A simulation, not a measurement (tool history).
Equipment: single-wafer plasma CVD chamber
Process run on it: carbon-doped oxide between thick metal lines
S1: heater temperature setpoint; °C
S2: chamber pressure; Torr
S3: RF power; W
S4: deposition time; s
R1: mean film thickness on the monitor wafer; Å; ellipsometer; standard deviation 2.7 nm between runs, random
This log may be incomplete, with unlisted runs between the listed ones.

Run 1, hour 0.0: S1 370 °C, S2 4.92 Torr, S3 420 W, S4 254 s. Result: R1 10603.0 Å.
Run 2, hour 6.6: S1 362 °C, S2 4.92 Torr, S3 420 W, S4 254 s. Result: R1 10811.0 Å.
Run 3, hour 10.9: S1 356 °C, S2 4.92 Torr, S3 420 W, S4 254 s. Result: R1 10968.0 Å.
Run 4, hour 16.4: S1 356 °C, S2 4.92 Torr, S3 365 W, S4 254 s. Result: R1 9813.9 Å.
Run 5, hour 23.6: S1 355 °C, S2 5.18 Torr, S3 395 W, S4 255 s. Result: R1 10589.0 Å.
Run 6, hour 32.5: S1 351 °C, S2 5.18 Torr, S3 395 W, S4 255 s. Result: R1 10742.0 Å.

The next listed run, before its measurement:
At hour 39.2: capacitance manometer re-zeroed and calibrated.
Run 7, hour 39.2: S1 350 °C, S2 5.44 Torr, S3 410 W, S4 255 s. Result: R1 ?.

Run 7 yielded R1 11297.0 Å.

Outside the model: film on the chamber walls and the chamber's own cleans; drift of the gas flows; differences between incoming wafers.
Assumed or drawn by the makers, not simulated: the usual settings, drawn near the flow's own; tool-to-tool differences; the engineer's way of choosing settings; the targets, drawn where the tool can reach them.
